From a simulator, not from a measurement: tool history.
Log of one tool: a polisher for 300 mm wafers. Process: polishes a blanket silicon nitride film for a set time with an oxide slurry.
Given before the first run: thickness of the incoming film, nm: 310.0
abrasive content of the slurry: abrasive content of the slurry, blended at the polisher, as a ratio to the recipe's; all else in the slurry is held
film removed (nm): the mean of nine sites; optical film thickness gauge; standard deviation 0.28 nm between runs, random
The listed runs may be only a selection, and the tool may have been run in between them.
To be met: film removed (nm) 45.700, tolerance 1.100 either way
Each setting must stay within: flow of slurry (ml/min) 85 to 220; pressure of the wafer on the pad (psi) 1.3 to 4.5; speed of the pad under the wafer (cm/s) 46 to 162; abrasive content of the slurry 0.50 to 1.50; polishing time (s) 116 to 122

run,day,flow of slurry (ml/min),pressure of the wafer on the pad (psi),speed of the pad under the wafer (cm/s),abrasive content of the slurry,polishing time (s),film removed (nm)
1,0.000,140,2.9,104,1.00,116,67.753
2,0.054,130,2.6,104,1.00,116,60.633
3,0.162,130,2.6,104,1.00,116,60.431
4,0.288,120,2.4,104,1.00,116,55.253
5,0.662,120,2.4,104,0.85,116,51.666
6,0.812,120,3.1,104,0.85,116,66.816
7,1.000,115,2.8,104,0.85,116,59.084
8,1.171,110,2.6,104,0.85,116,54.068
9,1.338,105,2.5,104,0.85,116,52.199
10,1.400,105,2.5,104,0.85,116,51.727
11,1.696,100,2.4,104,0.85,116,49.352
12,1.804,95,2.4,104,0.85,116,48.529
13,2.079,90,2.4,104,0.85,116,47.638

Pick the move, out of 5, that brings all results within their allowed miss; only one does.
A,2.354,85,2.1,102,1.00,116,?
B,2.354,90,2.3,102,0.70,119,?
C,2.354,85,2.1,130,0.65,116,?
D,2.354,85,2.2,108,0.85,120,?
E,2.354,100,2.2,84,0.95,122,?

move,film removed (nm)
A,43.385
B,42.623
C,43.188
D,45.741
E,42.889
A: carries the result that was furthest off beyond its target, to the other side
B: carries the result that was furthest off beyond its target, to the other side
C: carries the result that was furthest off beyond its target, to the other side
D: all results land within tolerance of their targets
E: carries the result that was furthest off beyond its target, to the other side
D is the move that brings every result within its allowed miss.
